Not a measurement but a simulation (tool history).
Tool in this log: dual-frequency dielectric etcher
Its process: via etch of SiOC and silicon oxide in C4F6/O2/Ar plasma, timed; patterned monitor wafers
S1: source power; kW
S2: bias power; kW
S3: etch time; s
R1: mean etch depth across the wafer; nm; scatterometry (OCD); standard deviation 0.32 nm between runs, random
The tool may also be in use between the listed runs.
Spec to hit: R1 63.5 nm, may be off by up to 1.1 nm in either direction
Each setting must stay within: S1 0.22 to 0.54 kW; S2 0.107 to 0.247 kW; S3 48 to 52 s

run,hour,S1,S2,S3,R1
1,0,0.38,0.177,52,55.831
2,8.8,0.35,0.177,52,54.034
3,11.6,0.35,0.158,52,52.361
4,12.9,0.38,0.16,52,54.483
5,15.4,0.41,0.16,52,56.736
6,20.9,0.43,0.161,52,57.8
7,29.8,0.45,0.162,52,59.135
8,33.4,0.46,0.163,52,60.556
9,35.8,0.47,0.163,52,60.797
10,44.1,0.48,0.163,52,61.033

Next run, 4 choices. One meets every target within its allowed miss, the rest don't. Which?
A,52.4,0.49,0.154,50,?
B,52.4,0.5,0.156,51.5,?
C,52.4,0.53,0.179,50,?
D,52.4,0.49,0.152,50.5,?

move,R1
A,58.745
B,61.326
C,63.755
D,59.106
A: the biggest miss grows against the last run
B: nearer than the last run, and not there yet
C: every result within its allowed miss
D: the biggest miss grows against the last run
C is the move that brings every result within its allowed miss.

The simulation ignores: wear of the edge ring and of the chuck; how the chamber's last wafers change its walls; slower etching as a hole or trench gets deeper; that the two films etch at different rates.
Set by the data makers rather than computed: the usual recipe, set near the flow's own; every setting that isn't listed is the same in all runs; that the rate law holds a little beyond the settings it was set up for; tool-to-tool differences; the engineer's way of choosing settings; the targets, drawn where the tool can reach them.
